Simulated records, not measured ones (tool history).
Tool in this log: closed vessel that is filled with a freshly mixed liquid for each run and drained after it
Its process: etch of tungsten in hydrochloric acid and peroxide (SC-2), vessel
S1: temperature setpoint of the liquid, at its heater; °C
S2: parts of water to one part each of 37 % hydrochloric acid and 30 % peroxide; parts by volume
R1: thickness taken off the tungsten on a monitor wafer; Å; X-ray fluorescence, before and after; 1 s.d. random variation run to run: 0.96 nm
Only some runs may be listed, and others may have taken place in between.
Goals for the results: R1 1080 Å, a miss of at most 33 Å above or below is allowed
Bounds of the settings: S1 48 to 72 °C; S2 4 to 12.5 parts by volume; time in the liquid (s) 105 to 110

{"run": 1, "hour": 0.0, "S1": 64, "S2": 7, "time in the liquid (s)": 105, "R1": 606.23}
{"run": 2, "hour": 5.8, "S1": 66, "S2": 7, "time in the liquid (s)": 105, "R1": 675.02}
{"run": 3, "hour": 8.6, "S1": 61, "S2": 7, "time in the liquid (s)": 105, "R1": 501.79}
{"run": 4, "hour": 10.1, "S1": 64, "S2": 7, "time in the liquid (s)": 105, "R1": 608.13}
{"run": 5, "hour": 12.9, "S1": 57, "S2": 7, "time in the liquid (s)": 105, "R1": 385.37}
{"run": 6, "hour": 16.4, "S1": 62, "S2": 7, "time in the liquid (s)": 105, "R1": 531.48}
{"run": 7, "hour": 21.2, "S1": 64.5, "S2": 7, "time in the liquid (s)": 105, "R1": 618.79}
{"run": 8, "hour": 22.1, "S1": 66.5, "S2": 7, "time in the liquid (s)": 105, "R1": 689.74}
{"run": 9, "hour": 24.0, "S1": 68, "S2": 6.5, "time in the liquid (s)": 105, "R1": 805.78}
{"run": 10, "hour": 27.4, "S1": 69, "S2": 6.5, "time in the liquid (s)": 105, "R1": 857.75}
{"run": 11, "hour": 35.3, "S1": 70, "S2": 6.5, "time in the liquid (s)": 105, "R1": 898.45}
{"run": 12, "hour": 40.1, "S1": 70.5, "S2": 6.5, "time in the liquid (s)": 105, "R1": 945.19}
{"run": 13, "hour": 44.2, "S1": 71, "S2": 6.5, "time in the liquid (s)": 105, "R1": 960.83}
{"run": 14, "hour": 49.0, "S1": 71.5, "S2": 6.5, "time in the liquid (s)": 105, "R1": 993.84}

5 next moves are on the table. One of them brings every result within its allowed miss. Which?
{"run": "A", "hour": 53.8, "S1": 68.5, "S2": 4.5, "time in the liquid (s)": 105, "R1": "?"}
{"run": "B", "hour": 53.8, "S1": 72, "S2": 6, "time in the liquid (s)": 110, "R1": "?"}
{"run": "C", "hour": 53.8, "S1": 68, "S2": 5, "time in the liquid (s)": 105, "R1": "?"}
{"run": "D", "hour": 53.8, "S1": 72, "S2": 7.5, "time in the liquid (s)": 105, "R1": "?"}
{"run": "E", "hour": 53.8, "S1": 67.5, "S2": 4.5, "time in the liquid (s)": 105, "R1": "?"}

move=A R1=1087.5
move=B R1=1138.2
move=C R1=980.13
move=D R1=914.92
move=E R1=1024.4
A: every result within its allowed miss
B: pushes the last run's worst result past its target
C: misses by more than the last run did
D: misses by more than the last run did
E: moves toward the targets from the last run without getting all of them in spec
Go with A: it meets all targets.

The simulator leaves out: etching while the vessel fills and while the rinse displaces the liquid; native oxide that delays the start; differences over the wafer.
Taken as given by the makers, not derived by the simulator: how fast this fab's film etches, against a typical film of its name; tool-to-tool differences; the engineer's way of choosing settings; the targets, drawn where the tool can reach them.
